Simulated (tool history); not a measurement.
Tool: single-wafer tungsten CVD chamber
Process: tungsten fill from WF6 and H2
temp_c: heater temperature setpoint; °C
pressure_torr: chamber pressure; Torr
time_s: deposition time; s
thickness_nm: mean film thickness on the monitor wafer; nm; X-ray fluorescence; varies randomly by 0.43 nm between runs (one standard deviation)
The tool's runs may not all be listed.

| run | hour | temp_c | pressure_torr | time_s | thickness_nm |
|---|---|---|---|---|---|
| 1 | 0 | 380 | 37.5 | 22.6 | 50.65 |
| 2 | 4.2 | 380 | 37.5 | 22.6 | 49.77 |
| 3 | 7.3 | 383 | 37.6 | 22.6 | 53.983 |
| 4 | 7.9 | 385 | 37.7 | 22.6 | 57.412 |
| 5 | 12.8 | 387 | 37.7 | 22.6 | 59.358 |
| 6 | 13.4 | 389 | 37.7 | 22.6 | 61.451 |
| 7 | 20.6 | 389 | 37.7 | 22.6 | 61.824 |

Expected results for the next run?
| 8 | 22.2 | 390 | 37.7 | 22.6 | ? |

{"run 8": {"thickness_nm": 63.14}}
